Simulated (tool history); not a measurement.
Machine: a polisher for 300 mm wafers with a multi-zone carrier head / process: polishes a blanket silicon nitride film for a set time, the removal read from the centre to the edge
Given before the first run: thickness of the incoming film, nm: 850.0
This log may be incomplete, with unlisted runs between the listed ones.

run    day  flow of slurry (ml/min)  pressure of the head's centre zone  pressure of the head's middle zone  pressure of the head's edge zone  polishing time (s)  film removed at the wafer's centre (Å)  film removed at mid-radius (Å)  film removed at the wafer's edge (Å)
  1  0.000                      240                                1.00                                1.00                              1.00                  65                                  1497.7                          1494.5                                1520.8
  2  0.175                      240                                1.01                                0.99                              1.03                  69                                  1589.4                          1575.7                                1649.8
  3  0.288                      240                                1.01                                0.99                              1.03                  84                                  1937.5                          1913.8                                1970.8
  4  0.546                      250                                1.03                                0.98                              1.06                  85                                  1999.8                          1938.0                                2068.3
  5  0.662                      250                                0.96                                0.98                              1.06                  85                                  1881.8                          1957.2                                2059.4
  6  1.021                      250                                0.96                                1.06                              1.06                  85                                  1878.6                          2046.8                                2067.4
  7  1.179                      260                                0.99                                1.04                              1.08                  85                                  1927.0                          2055.9                                2080.7
  8  1.475                      260                                1.01                                1.01                              1.10                  86                                  1997.2                          2005.6                                2166.0
  9  1.738                      265                                1.03                                1.00                              1.11                  86                                  2060.9                          2006.9                                2212.7
 10  2.108                      325                                1.10                                0.95                              1.14                  86                                  2270.9                          1990.9                                2237.4

What does the tool deliver on the next run?
 11  2.392                      325                                1.10                                0.95                              1.14                  86                                       ?                               ?                                     ?

{"run 11": {"film removed at the wafer's centre (Å)": 2328.2, "film removed at mid-radius (Å)": 1997.2, "film removed at the wafer's edge (Å)": 2248.5}}

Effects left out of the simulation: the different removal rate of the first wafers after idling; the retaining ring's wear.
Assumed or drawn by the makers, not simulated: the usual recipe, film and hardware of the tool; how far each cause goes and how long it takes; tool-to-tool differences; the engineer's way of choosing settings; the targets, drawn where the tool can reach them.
